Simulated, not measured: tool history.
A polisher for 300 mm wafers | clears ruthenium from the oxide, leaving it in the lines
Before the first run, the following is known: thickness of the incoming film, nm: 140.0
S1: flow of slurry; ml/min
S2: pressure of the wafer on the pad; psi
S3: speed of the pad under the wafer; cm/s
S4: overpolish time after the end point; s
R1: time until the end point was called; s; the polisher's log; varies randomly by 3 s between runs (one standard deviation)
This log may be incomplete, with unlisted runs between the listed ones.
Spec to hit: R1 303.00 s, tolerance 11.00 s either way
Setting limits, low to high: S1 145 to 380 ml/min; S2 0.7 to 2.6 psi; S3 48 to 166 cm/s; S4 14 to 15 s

| run | hour | S1 | S2 | S3 | S4 | R1 |
|---|---|---|---|---|---|---|
| 1 | 0.0 | 245 | 1.6 | 106 | 14 | 153.94 |
| 2 | 5.9 | 245 | 1.6 | 106 | 15 | 152.74 |
| 3 | 12.5 | 245 | 2.0 | 106 | 15 | 126.44 |
| 4 | 19.8 | 195 | 2.0 | 106 | 15 | 130.99 |
| 5 | 25.8 | 190 | 1.6 | 100 | 15 | 163.48 |
| 6 | 28.2 | 145 | 1.6 | 100 | 15 | 170.80 |
| 7 | 32.0 | 145 | 1.3 | 94 | 15 | 214.13 |
| 8 | 32.9 | 145 | 1.1 | 92 | 15 | 243.41 |
| 9 | 38.5 | 145 | 1.0 | 92 | 15 | 262.18 |
| 10 | 44.4 | 145 | 0.9 | 92 | 15 | 279.11 |

Next run, 5 choices. One meets every target within its allowed miss, the rest don't. Which?
| A | 50.3 | 150 | 1.4 | 70 | 14 | ? |
| B | 50.3 | 145 | 0.9 | 76 | 15 | ? |
| C | 50.3 | 145 | 0.7 | 120 | 15 | ? |
| D | 50.3 | 175 | 1.0 | 68 | 15 | ? |
| E | 50.3 | 165 | 0.7 | 104 | 14 | ? |

| move | R1 |
|---|---|
| A | 251.22 |
| B | 328.92 |
| C | 264.08 |
| D | 328.95 |
| E | 296.37 |
A: the biggest miss grows against the last run
B: carries the result that was furthest off beyond its target, to the other side
C: the biggest miss grows against the last run
D: carries the result that was furthest off beyond its target, to the other side
E: all results in spec
E meets every target.
